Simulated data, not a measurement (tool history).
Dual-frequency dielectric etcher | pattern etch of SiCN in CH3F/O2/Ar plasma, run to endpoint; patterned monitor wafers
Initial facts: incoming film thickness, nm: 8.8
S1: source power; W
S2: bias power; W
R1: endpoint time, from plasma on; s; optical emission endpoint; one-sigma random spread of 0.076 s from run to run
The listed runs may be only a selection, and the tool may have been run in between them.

run 1 hour=0 | S1=350 S2=89 | R1=23.08
run 2 hour=8.9 | S1=350 S2=95 | R1=22.366
run 3 hour=11 | S1=380 S2=96 | R1=21.779
run 4 hour=12.7 | S1=400 S2=98 | R1=20.968
run 5 hour=16.5 | S1=400 S2=108 | R1=20.534
run 6 hour=21.7 | S1=370 S2=108 | R1=21.191
run 7 hour=27.1 | S1=390 S2=109 | R1=20.701
run 8 hour=34 | S1=410 S2=110 | R1=20.219

What will run 9 give?
run 9 hour=37.7 | S1=420 S2=110 | R1=?

Run 9 measured R1 19.951 s.
